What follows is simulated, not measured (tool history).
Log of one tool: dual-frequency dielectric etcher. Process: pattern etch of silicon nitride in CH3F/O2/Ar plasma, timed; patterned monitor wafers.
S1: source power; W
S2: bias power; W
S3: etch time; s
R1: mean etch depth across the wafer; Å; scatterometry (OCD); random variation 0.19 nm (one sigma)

{"run": 1, "hour": 0.0, "S1": 420, "S2": 69, "S3": 34, "R1": 237.76}
{"run": 2, "hour": 0.6, "S1": 440, "S2": 70, "S3": 34, "R1": 243.27}
{"run": 3, "hour": 1.5, "S1": 410, "S2": 70, "S3": 34, "R1": 237.28}
{"run": 4, "hour": 2.6, "S1": 430, "S2": 71, "S3": 34, "R1": 242.25}
{"run": 5, "hour": 7.5, "S1": 360, "S2": 71, "S3": 34, "R1": 227.7}
{"run": 6, "hour": 16.5, "S1": 300, "S2": 71, "S3": 34, "R1": 213.3}
{"run": 7, "hour": 22.6, "S1": 340, "S2": 73, "S3": 34, "R1": 226.85}

Forecast run 8:
{"run": 8, "hour": 29.4, "S1": 370, "S2": 74, "S3": 34, "R1": "?"}

Run 8 gave R1 233.13 Å.

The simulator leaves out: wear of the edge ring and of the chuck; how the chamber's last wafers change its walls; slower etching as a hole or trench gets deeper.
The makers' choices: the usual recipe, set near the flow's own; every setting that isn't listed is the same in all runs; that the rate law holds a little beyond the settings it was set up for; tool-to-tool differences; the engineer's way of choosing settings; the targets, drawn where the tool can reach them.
